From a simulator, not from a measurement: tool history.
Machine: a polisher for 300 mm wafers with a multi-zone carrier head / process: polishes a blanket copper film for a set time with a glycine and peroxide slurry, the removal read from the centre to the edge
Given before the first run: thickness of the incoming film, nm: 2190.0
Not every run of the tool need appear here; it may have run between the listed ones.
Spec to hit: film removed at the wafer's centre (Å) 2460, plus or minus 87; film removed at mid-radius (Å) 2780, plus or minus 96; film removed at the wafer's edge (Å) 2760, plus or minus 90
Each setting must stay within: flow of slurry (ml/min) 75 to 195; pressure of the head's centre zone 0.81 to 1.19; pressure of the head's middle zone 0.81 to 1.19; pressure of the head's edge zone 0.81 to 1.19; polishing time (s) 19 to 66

run,hour,flow of slurry (ml/min),pressure of the head's centre zone,pressure of the head's middle zone,pressure of the head's edge zone,polishing time (s),film removed at the wafer's centre (Å),film removed at mid-radius (Å),film removed at the wafer's edge (Å)
1,0,125,1,1,1,42,2231.8,2223,2248.2
2,3.1,145,1,1,1,42,2284.3,2347.9,2257.6
3,11.8,145,0.98,1.01,1.05,44,2335.9,2395.4,2464.1
4,19.6,145,0.98,1.01,1.05,53,2797.1,2881.4,2972.7
5,20.2,145,0.98,1.05,1.05,53,2810.9,3002.9,2903.3
6,24.1,160,0.98,1.05,1.05,53,2882,3062.3,2960.4
7,31.2,145,0.96,1.05,1.04,53,2778.2,2989.2,2923.3
8,33.1,135,0.94,1.06,1.03,53,2666.2,2974.5,2918.7

Which of these 4 next moves meets every target?
A,35,130,0.95,1.16,1.05,51,?,?,?
B,35,145,0.9,1.17,1.04,52,?,?,?
C,35,120,0.92,1.05,1.03,51,?,?,?
D,35,95,1.02,1.07,1.19,55,?,?,?

move,film removed at the wafer's centre (Å),film removed at mid-radius (Å),film removed at the wafer's edge (Å)
A,2572,3069.2,2780.9
B,2534.5,3207.1,2857.7
C,2449.7,2814.3,2731.9
D,2790,2945,3076
A: moves away from the targets compared with the last run
B: brings the last run's worst result on target, with another outside its allowed miss
C: in spec on every target
D: moves away from the targets compared with the last run
Move C is the one to make.
